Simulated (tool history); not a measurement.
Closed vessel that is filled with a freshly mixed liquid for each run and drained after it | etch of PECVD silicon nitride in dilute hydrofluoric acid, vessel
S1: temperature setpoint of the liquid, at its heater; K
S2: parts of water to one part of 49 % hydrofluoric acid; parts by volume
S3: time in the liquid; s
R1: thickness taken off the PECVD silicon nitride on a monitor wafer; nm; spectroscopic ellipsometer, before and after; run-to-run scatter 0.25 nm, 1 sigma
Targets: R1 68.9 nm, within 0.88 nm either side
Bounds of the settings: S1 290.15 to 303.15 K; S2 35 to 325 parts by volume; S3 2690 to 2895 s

| run | hour | S1 | S2 | S3 | R1 |
|---|---|---|---|---|---|
| 1 | 0 | 295.15 | 180 | 2690 | 78.517 |
| 2 | 7.1 | 295.15 | 180 | 2895 | 84.567 |
| 3 | 8.5 | 294.65 | 180 | 2895 | 81.146 |
| 4 | 12.6 | 294.65 | 140 | 2895 | 105.04 |
| 5 | 20.2 | 293.65 | 145 | 2895 | 94.996 |
| 6 | 23 | 293.65 | 185 | 2895 | 75.321 |
| 7 | 26 | 293.15 | 185 | 2895 | 71.645 |
| 8 | 28.9 | 293.15 | 185 | 2895 | 72.701 |

4 next moves are on the table. One of them brings every result within its allowed miss. Which?
| A | 31.8 | 295.65 | 200 | 2780 | ? |
| B | 31.8 | 290.15 | 155 | 2860 | ? |
| C | 31.8 | 291.65 | 170 | 2720 | ? |
| D | 31.8 | 293.15 | 175 | 2800 | ? |

| move | R1 |
|---|---|
| A | 75.913 |
| B | 69.478 |
| C | 66.916 |
| D | 74.023 |
A: the biggest miss grows against the last run
B: all results land within tolerance of their targets
C: carries the result that was furthest off beyond its target, to the other side
D: the biggest miss grows against the last run
Go with B: it meets all targets.

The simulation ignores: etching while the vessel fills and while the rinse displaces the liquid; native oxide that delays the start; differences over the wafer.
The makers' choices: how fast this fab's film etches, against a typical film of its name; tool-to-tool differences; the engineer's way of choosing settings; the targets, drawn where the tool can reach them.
